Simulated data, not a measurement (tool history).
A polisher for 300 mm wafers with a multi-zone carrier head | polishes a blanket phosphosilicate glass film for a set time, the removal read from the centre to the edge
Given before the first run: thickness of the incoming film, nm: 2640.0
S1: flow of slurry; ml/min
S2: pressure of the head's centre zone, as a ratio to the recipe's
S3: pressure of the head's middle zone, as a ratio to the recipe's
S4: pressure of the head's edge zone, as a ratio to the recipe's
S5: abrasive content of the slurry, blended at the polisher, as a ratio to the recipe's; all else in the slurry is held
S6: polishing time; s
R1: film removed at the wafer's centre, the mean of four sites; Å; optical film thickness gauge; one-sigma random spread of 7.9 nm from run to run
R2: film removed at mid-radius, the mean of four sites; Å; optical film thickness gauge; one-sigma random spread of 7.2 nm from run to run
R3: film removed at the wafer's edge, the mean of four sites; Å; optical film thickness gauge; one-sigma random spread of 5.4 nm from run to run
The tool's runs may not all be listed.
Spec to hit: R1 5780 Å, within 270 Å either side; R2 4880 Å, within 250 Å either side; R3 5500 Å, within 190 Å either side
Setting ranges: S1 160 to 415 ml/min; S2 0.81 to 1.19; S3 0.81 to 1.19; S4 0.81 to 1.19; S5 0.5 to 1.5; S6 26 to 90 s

Run 1, hour 0: S1 265 ml/min, S2 1, S3 1, S4 1, S5 1, S6 58 s. Result: R1 3999.5 Å, R2 4007.6 Å, R3 4035.2 Å.
Run 2, hour 6: S1 265 ml/min, S2 1.01, S3 0.99, S4 1.01, S5 1.05, S6 58 s. Result: R1 4008.7 Å, R2 4095.8 Å, R3 4073.9 Å.
Run 3, hour 13.4: S1 265 ml/min, S2 1.01, S3 0.99, S4 0.94, S5 1.05, S6 58 s. Result: R1 4141.3 Å, R2 4027.7 Å, R3 4018.7 Å.
Run 4, hour 16.4: S1 220 ml/min, S2 1.01, S3 0.99, S4 0.94, S5 1.05, S6 58 s. Result: R1 4065.5 Å, R2 3896.5 Å, R3 3906.3 Å.
Run 5, hour 23.5: S1 280 ml/min, S2 1.01, S3 0.99, S4 0.94, S5 1.05, S6 58 s. Result: R1 4132.6 Å, R2 3979 Å, R3 3980.6 Å.
Run 6, hour 29.9: S1 280 ml/min, S2 1.02, S3 0.97, S4 0.95, S5 1.1, S6 59 s. Result: R1 4224.5 Å, R2 4090.8 Å, R3 4180 Å.
Run 7, hour 33.6: S1 280 ml/min, S2 1.04, S3 0.96, S4 0.95, S5 1.15, S6 60 s. Result: R1 4573.3 Å, R2 4216.3 Å, R3 4177.7 Å.
Run 8, hour 40.2: S1 275 ml/min, S2 1.03, S3 0.94, S4 0.95, S5 1.2, S6 62 s. Result: R1 4729.8 Å, R2 4270.3 Å, R3 4411.8 Å.
Run 9, hour 48.7: S1 275 ml/min, S2 1.03, S3 0.93, S4 0.96, S5 1.25, S6 63 s. Result: R1 4821.9 Å, R2 4344.2 Å, R3 4604.8 Å.
Run 10, hour 57.5: S1 275 ml/min, S2 1.03, S3 0.92, S4 0.97, S5 1.3, S6 64 s. Result: R1 4859.5 Å, R2 4465.1 Å, R3 4745.1 Å.
Run 11, hour 61: S1 290 ml/min, S2 1.13, S3 0.89, S4 1.07, S5 1.5, S6 66 s. Result: R1 5831.2 Å, R2 4693.9 Å, R3 5292.2 Å.

Of the 5 settings listed for the next run, only one would bring every result within its allowed miss of target. Which one?
Run A, hour 64.5: S1 355 ml/min, S2 1.09, S3 0.92, S4 1.13, S5 1.5, S6 67 s. Result: R1 ?, R2 ?, R3 ?.
Run B, hour 64.5: S1 290 ml/min, S2 1.18, S3 0.81, S4 1.09, S5 1.5, S6 69 s. Result: R1 ?, R2 ?, R3 ?.
Run C, hour 64.5: S1 230 ml/min, S2 1.15, S3 0.81, S4 1.03, S5 1.5, S6 69 s. Result: R1 ?, R2 ?, R3 ?.
Run D, hour 64.5: S1 375 ml/min, S2 1.19, S3 0.93, S4 1.03, S5 1.35, S6 63 s. Result: R1 ?, R2 ?, R3 ?.
Run E, hour 64.5: S1 310 ml/min, S2 1.12, S3 1, S4 1.06, S5 1.45, S6 63 s. Result: R1 ?, R2 ?, R3 ?.

move      R1      R2      R3
   A  5766.7  4963.8  5541.6
   B  6316.8  4528.7  5571.3
   C  6016.5  4437.1  5373.7
   D  5770.1  4583.7  4899.4
   E  5458.9  4905.1  4994.3
A: in spec on every target
B: corrects the largest miss of the last run, while another result sits out of spec
C: corrects the largest miss of the last run, while another result sits out of spec
D: the biggest miss grows against the last run
E: the biggest miss grows against the last run
A meets every target.
